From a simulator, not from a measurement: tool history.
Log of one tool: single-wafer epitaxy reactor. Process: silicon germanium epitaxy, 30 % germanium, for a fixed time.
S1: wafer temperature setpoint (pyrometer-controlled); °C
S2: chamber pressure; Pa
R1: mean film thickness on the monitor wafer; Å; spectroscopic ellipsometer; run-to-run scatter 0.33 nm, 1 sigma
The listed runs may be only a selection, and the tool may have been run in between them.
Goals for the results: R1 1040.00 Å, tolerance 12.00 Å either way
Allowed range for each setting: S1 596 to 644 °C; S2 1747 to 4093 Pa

run  hour   S1    S2       R1
  1   0.0  620  2920   947.65
  2   5.8  620  2693   916.88
  3  13.4  631  2693  1095.50
  4  15.3  631  2173   996.88
  5  18.2  631  1947   940.03
  6  20.3  627  1947   890.09
  7  25.8  630  1947   925.11
     31.2  -- capacitance manometer re-zeroed and calibrated
  8  31.2  632  1947   943.55
  9  36.6  634  1947   970.63

Of the 4 settings listed for the next run, only one would bring every result within its allowed miss of target. Which one?
  A  42.0  632  2426   ?
  B  42.0  640  1747   ?
  C  42.0  634  2066   ?
  D  42.0  633  1747   ?

move       R1
   A  1040.30
   B  1014.30
   C   997.45
   D   905.13
A: meets every target
B: better than the last run, though not everything is in spec
C: better than the last run, though not everything is in spec
D: its largest miss is bigger than the last run's
Go with A: it meets all targets.

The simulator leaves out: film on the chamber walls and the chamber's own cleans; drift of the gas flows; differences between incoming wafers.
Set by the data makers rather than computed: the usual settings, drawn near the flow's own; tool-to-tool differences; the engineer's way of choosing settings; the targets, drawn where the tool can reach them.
